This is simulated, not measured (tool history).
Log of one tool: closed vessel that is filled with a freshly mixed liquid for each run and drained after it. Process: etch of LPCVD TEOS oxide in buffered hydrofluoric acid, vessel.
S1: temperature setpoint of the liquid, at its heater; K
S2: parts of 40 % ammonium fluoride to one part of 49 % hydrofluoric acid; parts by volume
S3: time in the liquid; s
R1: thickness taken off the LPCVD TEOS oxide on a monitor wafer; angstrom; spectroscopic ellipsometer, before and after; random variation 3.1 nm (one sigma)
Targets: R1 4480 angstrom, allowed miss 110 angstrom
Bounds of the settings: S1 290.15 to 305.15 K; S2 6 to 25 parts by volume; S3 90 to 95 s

run  hour      S1    S2  S3      R1
  1     0  297.15  15.5  90  1992.8
  2   6.6  300.15  15.5  90  2364.9
  3   7.8  297.65  15.5  90  2072.7
  4  16.1  299.65    14  90  2509.7
  5  19.8  301.15  12.5  90  3077.6
  6  23.3  302.15    12  90  3392.3
  7  31.9  303.15  11.5  90  3674.4
  8  36.9  303.65    11  90  3953.3
  9  38.7  304.15    11  90  4038.3
 10  46.5  304.65    11  90  4137.4

Which of these 4 next moves meets every target?
  A  54.3  304.15     9  90   ?
  B  54.3  304.15    10  95   ?
  C  54.3  304.65     9  90   ?
  D  54.3  305.15  10.5  90   ?

move      R1
   A  4795.3
   B    4738
   C  4921.6
   D  4509.2
A: takes the result that was furthest off past its target
B: takes the result that was furthest off past its target
C: takes the result that was furthest off past its target
D: meets every target
The right move is D.
